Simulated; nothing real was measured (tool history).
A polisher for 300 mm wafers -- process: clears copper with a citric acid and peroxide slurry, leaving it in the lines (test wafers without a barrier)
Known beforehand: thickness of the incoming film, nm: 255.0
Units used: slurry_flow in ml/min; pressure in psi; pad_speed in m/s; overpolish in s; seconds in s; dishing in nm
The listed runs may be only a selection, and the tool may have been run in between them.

run,hour,slurry_flow,pressure,pad_speed,slurry_solids,overpolish,seconds,dishing
1,0,320,2.9,1.3,1,12,84.794,27.7
2,8.8,320,2.9,1.3,0.9,12,84.234,27.226
3,12.6,320,2.5,1.26,0.9,13,101.39,25.524
4,18.6,320,2.1,1.26,0.9,13,118.8,21.62
5,24.3,320,2.1,1.26,0.9,10,117.5,17.092
6,27.2,325,1.9,1.24,0.9,12,129.82,18.339
7,30.7,325,1.8,1.24,0.9,13,138.4,18.743
8,32.7,325,1.7,1.24,0.9,14,147.28,19.18
9,35.8,325,1.6,1.24,0.9,14,150.63,18.195

Run 10 comes next. What will it give?
10,43.7,325,1.6,1.24,0.9,15,?,?

{"run 10": {"seconds": 153.72, "dishing": 19.541}}

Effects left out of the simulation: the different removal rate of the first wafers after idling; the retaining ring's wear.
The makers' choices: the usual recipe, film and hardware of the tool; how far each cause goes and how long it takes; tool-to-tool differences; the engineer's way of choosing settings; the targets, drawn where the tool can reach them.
